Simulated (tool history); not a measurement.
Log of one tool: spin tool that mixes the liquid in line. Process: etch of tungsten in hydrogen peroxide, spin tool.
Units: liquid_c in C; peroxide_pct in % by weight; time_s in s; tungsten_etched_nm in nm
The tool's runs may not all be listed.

run 1 hour=0.0 | liquid_c=46.0 peroxide_pct=15.5 time_s=50 | tungsten_etched_nm=29.808
run 2 hour=3.3 | liquid_c=44.0 peroxide_pct=15.5 time_s=50 | tungsten_etched_nm=26.570
run 3 hour=10.2 | liquid_c=42.5 peroxide_pct=15.5 time_s=50 | tungsten_etched_nm=24.226
run 4 hour=13.4 | liquid_c=37.5 peroxide_pct=15.5 time_s=50 | tungsten_etched_nm=17.393
run 5 hour=16.0 | liquid_c=41.0 peroxide_pct=15.5 time_s=50 | tungsten_etched_nm=21.814
run 6 hour=18.0 | liquid_c=40.5 peroxide_pct=15.5 time_s=50 | tungsten_etched_nm=21.125

Forecast run 7:
run 7 hour=21.7 | liquid_c=40.0 peroxide_pct=15.5 time_s=50 | tungsten_etched_nm=?

Run 7 gave tungsten_etched_nm 20.334 nm.
